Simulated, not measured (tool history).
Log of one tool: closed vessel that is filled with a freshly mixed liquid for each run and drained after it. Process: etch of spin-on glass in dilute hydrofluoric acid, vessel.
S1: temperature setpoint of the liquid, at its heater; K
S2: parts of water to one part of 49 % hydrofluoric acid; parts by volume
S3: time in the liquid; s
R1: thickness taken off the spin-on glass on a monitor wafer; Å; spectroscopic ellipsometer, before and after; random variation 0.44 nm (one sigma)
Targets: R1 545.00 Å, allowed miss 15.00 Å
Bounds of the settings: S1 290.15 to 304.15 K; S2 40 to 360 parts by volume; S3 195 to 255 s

run 1 day=0.000 | S1=296.15 S2=200 S3=255 | R1=284.23
run 2 day=0.233 | S1=298.65 S2=180 S3=255 | R1=360.02
run 3 day=0.283 | S1=300.15 S2=170 S3=255 | R1=407.85
run 4 day=0.325 | S1=300.15 S2=170 S3=255 | R1=404.40
run 5 day=0.679 | S1=300.15 S2=105 S3=255 | R1=702.45
-- day=0.850 hydrofluoric acid flow meter replaced
run 6 day=0.850 | S1=300.15 S2=170 S3=255 | R1=357.66
run 7 day=1.025 | S1=298.15 S2=160 S3=255 | R1=353.58
run 8 day=1.325 | S1=299.65 S2=160 S3=255 | R1=381.49
run 9 day=1.492 | S1=300.65 S2=150 S3=255 | R1=427.27
run 10 day=1.804 | S1=300.65 S2=140 S3=255 | R1=459.61
run 11 day=1.967 | S1=300.65 S2=135 S3=255 | R1=471.36
run 12 day=2.158 | S1=300.65 S2=130 S3=255 | R1=500.72

5 next moves are on the table. One of them brings every result within its allowed miss. Which?
run A day=2.350 | S1=296.65 S2=120 S3=255 | R1=?
run B day=2.350 | S1=301.15 S2=145 S3=255 | R1=?
run C day=2.350 | S1=298.65 S2=105 S3=250 | R1=?
run D day=2.350 | S1=300.65 S2=135 S3=240 | R1=?
run E day=2.350 | S1=301.65 S2=125 S3=255 | R1=?

move=A R1=474.47
move=B R1=451.99
move=C R1=585.45
move=D R1=454.22
move=E R1=548.03
A: further off than the last run
B: further off than the last run
C: takes the result that was furthest off past its target
D: further off than the last run
E: meets every target
Answer: E

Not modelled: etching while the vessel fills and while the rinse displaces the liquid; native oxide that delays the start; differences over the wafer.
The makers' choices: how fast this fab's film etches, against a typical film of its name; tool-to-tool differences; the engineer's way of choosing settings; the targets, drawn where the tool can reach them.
